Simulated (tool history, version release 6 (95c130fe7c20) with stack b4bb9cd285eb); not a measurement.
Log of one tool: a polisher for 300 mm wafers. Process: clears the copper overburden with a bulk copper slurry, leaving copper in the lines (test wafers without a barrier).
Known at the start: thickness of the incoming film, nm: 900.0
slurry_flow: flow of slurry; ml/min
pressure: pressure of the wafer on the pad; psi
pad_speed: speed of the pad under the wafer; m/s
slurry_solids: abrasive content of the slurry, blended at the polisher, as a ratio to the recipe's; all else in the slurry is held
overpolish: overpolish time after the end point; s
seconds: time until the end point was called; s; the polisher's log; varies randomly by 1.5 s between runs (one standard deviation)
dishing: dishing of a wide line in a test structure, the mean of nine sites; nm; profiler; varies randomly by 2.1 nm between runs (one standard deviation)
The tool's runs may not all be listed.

Run 1, hour 0.0: slurry_flow 285 ml/min, pressure 2.8 psi, pad_speed 0.90 m/s, slurry_solids 1.00, overpolish 17 s. Result: seconds 121.950 s, dishing 65.505 nm.
Run 2, hour 1.0: slurry_flow 285 ml/min, pressure 2.8 psi, pad_speed 0.90 m/s, slurry_solids 1.15, overpolish 17 s. Result: seconds 115.710 s, dishing 68.838 nm.
Run 3, hour 2.7: slurry_flow 325 ml/min, pressure 2.8 psi, pad_speed 0.90 m/s, slurry_solids 1.15, overpolish 17 s. Result: seconds 114.790 s, dishing 66.063 nm.
Run 4, hour 6.6: slurry_flow 320 ml/min, pressure 2.9 psi, pad_speed 0.90 m/s, slurry_solids 1.15, overpolish 18 s. Result: seconds 112.320 s, dishing 73.894 nm.
Run 5, hour 13.3: slurry_flow 320 ml/min, pressure 3.0 psi, pad_speed 0.90 m/s, slurry_solids 1.15, overpolish 18 s. Result: seconds 106.560 s, dishing 74.033 nm.
Run 6, hour 17.9: slurry_flow 320 ml/min, pressure 3.0 psi, pad_speed 1.06 m/s, slurry_solids 1.15, overpolish 18 s. Result: seconds 99.661 s, dishing 79.179 nm.
Run 7, hour 21.3: slurry_flow 320 ml/min, pressure 3.0 psi, pad_speed 1.06 m/s, slurry_solids 1.15, overpolish 18 s. Result: seconds 99.340 s, dishing 78.945 nm.
Run 8, hour 25.2: slurry_flow 320 ml/min, pressure 3.0 psi, pad_speed 1.06 m/s, slurry_solids 1.15, overpolish 18 s. Result: seconds 100.890 s, dishing 78.282 nm.

Run 9 is up next; what results do you expect?
Run 9, hour 31.6: slurry_flow 320 ml/min, pressure 3.1 psi, pad_speed 1.06 m/s, slurry_solids 1.15, overpolish 19 s. Result: seconds ?, dishing ?.

Logged for run 9: seconds 95.335 s, dishing 83.186 nm.
